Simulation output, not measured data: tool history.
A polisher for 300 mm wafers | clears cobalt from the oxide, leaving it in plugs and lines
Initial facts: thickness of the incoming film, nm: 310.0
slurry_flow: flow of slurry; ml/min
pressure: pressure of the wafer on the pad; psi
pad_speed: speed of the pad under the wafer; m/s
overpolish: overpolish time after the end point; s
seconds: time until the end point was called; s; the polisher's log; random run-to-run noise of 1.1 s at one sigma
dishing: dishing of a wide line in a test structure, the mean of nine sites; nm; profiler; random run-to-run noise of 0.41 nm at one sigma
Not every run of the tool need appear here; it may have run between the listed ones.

Run 1, hour 0: slurry_flow 240 ml/min, pressure 1.3 psi, pad_speed 0.78 m/s, overpolish 11 s. Result: seconds 105.15 s, dishing 25.262 nm.
Run 2, hour 2.7: slurry_flow 240 ml/min, pressure 1.4 psi, pad_speed 0.78 m/s, overpolish 9 s. Result: seconds 98.89 s, dishing 22.969 nm.
Run 3, hour 9.6: slurry_flow 240 ml/min, pressure 1.5 psi, pad_speed 0.78 m/s, overpolish 8 s. Result: seconds 93.294 s, dishing 21.866 nm.
Run 4, hour 16.3: slurry_flow 240 ml/min, pressure 1.5 psi, pad_speed 0.78 m/s, overpolish 3 s. Result: seconds 93.718 s, dishing 9.6184 nm.
Run 5, hour 19.8: slurry_flow 240 ml/min, pressure 1.6 psi, pad_speed 0.78 m/s, overpolish 4 s. Result: seconds 85.517 s, dishing 13.624 nm.
Run 6, hour 22.2: slurry_flow 240 ml/min, pressure 1.6 psi, pad_speed 0.78 m/s, overpolish 7 s. Result: seconds 85.772 s, dishing 21.063 nm.
Run 7, hour 27.8: slurry_flow 240 ml/min, pressure 1.7 psi, pad_speed 0.8 m/s, overpolish 7 s. Result: seconds 81.357 s, dishing 23.07 nm.
Run 8, hour 35.3: slurry_flow 240 ml/min, pressure 1.7 psi, pad_speed 0.82 m/s, overpolish 7 s. Result: seconds 77.25 s, dishing 22.118 nm.

For run 9, what comes out?
Run 9, hour 38.5: slurry_flow 240 ml/min, pressure 1.7 psi, pad_speed 0.84 m/s, overpolish 7 s. Result: seconds ?, dishing ?.

seconds: 77.238 s
dishing: 23.128 nm
